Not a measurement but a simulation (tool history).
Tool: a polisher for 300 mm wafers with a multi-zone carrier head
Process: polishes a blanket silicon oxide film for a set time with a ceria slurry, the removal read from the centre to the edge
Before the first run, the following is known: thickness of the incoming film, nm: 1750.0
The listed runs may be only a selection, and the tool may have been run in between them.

run	hour	flow of slurry (ml/min)	pressure of the head's centre zone	pressure of the head's middle zone	pressure of the head's edge zone	polishing time (s)	film removed at the wafer's centre (nm)	film removed at mid-radius (nm)	film removed at the wafer's edge (nm)
1	0	210	1	1	1	48	180.6	179.82	183.1
2	5.1	210	1.09	1	1	48	197.39	182.64	177.75
3	10.4	210	1.09	1	1.04	48	195.14	181.93	182.08
4	17.3	200	1.06	1	1.02	47	182.27	176.1	179.75
5	22.8	200	1	1	1.02	47	172.67	178.97	178.01
6	29.8	200	1	1	1.02	55	202.31	209.39	205.1
7	32.8	175	0.91	0.9	0.92	45	148.45	156.05	159.87

Expected results for the next run?
8	41.7	180	0.91	0.91	0.92	45	?	?	?

Run 8 came out at film removed at the wafer's centre (nm) 149.52, film removed at mid-radius (nm) 159.24, film removed at the wafer's edge (nm) 159.76.
